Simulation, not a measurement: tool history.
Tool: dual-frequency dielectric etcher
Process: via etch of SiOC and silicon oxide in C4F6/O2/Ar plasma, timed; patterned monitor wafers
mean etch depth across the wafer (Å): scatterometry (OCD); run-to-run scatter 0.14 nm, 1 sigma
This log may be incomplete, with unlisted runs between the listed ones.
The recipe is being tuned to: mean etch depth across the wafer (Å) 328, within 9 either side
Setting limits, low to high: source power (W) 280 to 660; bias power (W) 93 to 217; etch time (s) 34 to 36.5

run	day	source power (W)	bias power (W)	etch time (s)	mean etch depth across the wafer (Å)
1	0	470	155	36.5	389.26
2	0.342	450	152	36.5	378.53
3	0.638	450	126	36.5	356.79
4	0.85	500	126	36.5	367.4
5	0.996	490	124	36.5	363.94
6	1.15	450	124	36.5	352.72
7	1.492	440	123	36.5	351.47
8	1.65	430	122	36.5	348.53
9	1.975	420	121	36.5	342.69
# day 2.3: source power generator calibrated
10	2.3	420	120	36.5	341.44
11	2.55	420	119	36.5	338.04

Below are 5 possible settings for the next run. Only one of them brings all results inside the allowed miss of their targets. Which is it?
A	2.8	400	133	36.5	?
B	2.8	390	138	34	?
C	2.8	380	173	35.5	?
D	2.8	500	115	35.5	?
E	2.8	430	127	36.5	?

move	mean etch depth across the wafer (Å)
A	348.3
B	326.6
C	368.15
D	342.54
E	349.43
A: its largest miss is bigger than the last run's
B: all results land within tolerance of their targets
C: its largest miss is bigger than the last run's
D: its largest miss is bigger than the last run's
E: its largest miss is bigger than the last run's
B is the move that brings every result within its allowed miss.
